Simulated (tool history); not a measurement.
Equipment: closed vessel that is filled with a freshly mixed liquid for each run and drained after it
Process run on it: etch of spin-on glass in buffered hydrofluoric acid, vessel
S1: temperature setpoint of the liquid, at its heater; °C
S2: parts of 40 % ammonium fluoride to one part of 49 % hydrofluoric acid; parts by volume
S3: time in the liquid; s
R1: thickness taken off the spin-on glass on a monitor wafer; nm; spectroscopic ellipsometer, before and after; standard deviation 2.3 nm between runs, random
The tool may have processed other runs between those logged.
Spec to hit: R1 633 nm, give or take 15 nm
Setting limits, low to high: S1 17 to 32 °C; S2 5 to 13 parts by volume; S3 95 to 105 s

run	hour	S1	S2	S3	R1
1	0	24	8	95	324.72
2	6.1	25	7.5	95	370.94
3	11.8	26.5	7.5	95	401.8
4	18.2	27	7.5	95	413.26
# hour 24.5: thermometer replaced
5	24.5	24	7.5	95	383
6	29.6	20.5	7.5	95	316.64
7	32.6	20.5	7.5	95	319.14
8	33.5	22	7.5	95	342.77
9	42.6	23	7.5	95	364.44
10	44	24	7.5	95	383.93
11	51.9	25	7.5	95	404.89
12	54.2	29	6.5	95	577.74
13	59.3	29.5	6.5	95	593.6

Next run, 5 choices. One meets every target within its allowed miss, the rest don't. Which?
A	64.4	29.5	6	100	?
B	64.4	28.5	6	100	?
C	64.4	25.5	5	105	?
D	64.4	28	5	95	?
E	64.4	26.5	5	100	?

move	R1
A	668.53
B	634.24
C	662.03
D	684.49
E	665.25
A: the result that was furthest off in the last run now lies on the other side of its target
B: each result inside its tolerance
C: the result that was furthest off in the last run now lies on the other side of its target
D: the result that was furthest off in the last run now lies on the other side of its target
E: the result that was furthest off in the last run now lies on the other side of its target
So the answer is move B, the one that meets all the targets.
